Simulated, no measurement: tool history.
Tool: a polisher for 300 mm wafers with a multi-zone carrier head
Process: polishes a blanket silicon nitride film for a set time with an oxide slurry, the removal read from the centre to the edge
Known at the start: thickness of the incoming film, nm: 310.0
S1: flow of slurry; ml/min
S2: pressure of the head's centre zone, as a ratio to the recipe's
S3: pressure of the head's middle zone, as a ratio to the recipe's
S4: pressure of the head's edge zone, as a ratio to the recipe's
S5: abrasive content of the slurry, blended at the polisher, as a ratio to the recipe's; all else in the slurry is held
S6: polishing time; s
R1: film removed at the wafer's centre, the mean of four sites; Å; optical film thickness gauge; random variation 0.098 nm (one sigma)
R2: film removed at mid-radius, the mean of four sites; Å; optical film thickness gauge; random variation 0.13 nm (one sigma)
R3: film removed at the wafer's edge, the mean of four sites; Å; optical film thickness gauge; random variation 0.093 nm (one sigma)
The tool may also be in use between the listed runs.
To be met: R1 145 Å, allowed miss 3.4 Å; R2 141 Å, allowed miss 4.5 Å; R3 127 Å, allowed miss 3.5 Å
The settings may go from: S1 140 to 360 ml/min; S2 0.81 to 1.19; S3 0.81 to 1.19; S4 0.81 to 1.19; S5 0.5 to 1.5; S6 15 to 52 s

| run | hour | S1 | S2 | S3 | S4 | S5 | S6 | R1 | R2 | R3 |
|---|---|---|---|---|---|---|---|---|---|---|
| 1 | 0 | 230 | 1 | 1 | 1 | 1 | 33 | 146.29 | 147.68 | 141.15 |
| 2 | 5.6 | 220 | 1.01 | 1 | 0.96 | 1 | 33 | 147.76 | 145.41 | 138.56 |
| 3 | 9.3 | 220 | 0.98 | 1 | 0.96 | 1 | 33 | 141.51 | 140.69 | 138.8 |
| 4 | 10 | 220 | 0.98 | 0.92 | 0.96 | 1 | 33 | 143.73 | 134.72 | 137.46 |
| 5 | 11.2 | 230 | 0.99 | 0.96 | 0.92 | 0.95 | 33 | 140.01 | 135.7 | 132.57 |
| 6 | 14.2 | 250 | 0.99 | 0.96 | 0.92 | 0.95 | 33 | 142.63 | 137.23 | 132.21 |
| 7 | 17.1 | 260 | 0.99 | 0.97 | 0.9 | 0.95 | 33 | 142.45 | 137.18 | 134.51 |
| 8 | 24.6 | 260 | 0.99 | 0.97 | 0.9 | 0.95 | 33 | 143.95 | 138.41 | 131.7 |
|  | 26 | worn pad replaced by a new one |
| 9 | 26 | 265 | 0.99 | 0.98 | 0.88 | 0.95 | 33 | 158.68 | 157.17 | 144.22 |
| 10 | 26.9 | 255 | 1.01 | 0.99 | 0.89 | 0.9 | 33 | 155.7 | 151.5 | 140.97 |
| 11 | 29.3 | 285 | 1 | 0.98 | 0.87 | 0.8 | 32 | 138.74 | 135.7 | 127.28 |
| 12 | 38.1 | 300 | 1.01 | 0.99 | 0.86 | 0.75 | 32 | 132.37 | 129.69 | 118.96 |
| 13 | 39.4 | 300 | 1.08 | 1.07 | 0.96 | 0.8 | 32 | 151.12 | 145.12 | 131.77 |
| 14 | 41.5 | 290 | 1.08 | 1.07 | 0.95 | 0.8 | 32 | 150.33 | 142.64 | 130.31 |
| 15 | 42.8 | 285 | 1.08 | 1.07 | 0.94 | 0.8 | 32 | 150.71 | 142.51 | 128.52 |
| 16 | 48.4 | 280 | 1.07 | 1.07 | 0.94 | 0.8 | 32 | 148.85 | 142.02 | 127.07 |

Which of these 5 next moves meets every target?
| A | 54 | 245 | 1.09 | 1.06 | 0.9 | 0.85 | 31 | ? | ? | ? |
| B | 54 | 245 | 1.05 | 1.03 | 0.89 | 0.85 | 31 | ? | ? | ? |
| C | 54 | 200 | 1.05 | 1.16 | 0.9 | 0.75 | 35 | ? | ? | ? |
| D | 54 | 260 | 1.04 | 1.17 | 0.87 | 0.6 | 42 | ? | ? | ? |
| E | 54 | 295 | 1.11 | 1.14 | 0.89 | 0.8 | 30 | ? | ? | ? |

| move | R1 | R2 | R3 |
|---|---|---|---|
| A | 151.93 | 142.14 | 127.71 |
| B | 146.29 | 139.24 | 127.11 |
| C | 145.07 | 150.99 | 127.61 |
| D | 142.45 | 150.14 | 123.09 |
| E | 146.07 | 141.18 | 118.96 |
A: further off than the last run
B: meets every target
C: brings the result that was furthest off to its target, and leaves another outside
D: brings the result that was furthest off to its target, and leaves another outside
E: brings the result that was furthest off to its target, and leaves another outside
Move B is the one to make.

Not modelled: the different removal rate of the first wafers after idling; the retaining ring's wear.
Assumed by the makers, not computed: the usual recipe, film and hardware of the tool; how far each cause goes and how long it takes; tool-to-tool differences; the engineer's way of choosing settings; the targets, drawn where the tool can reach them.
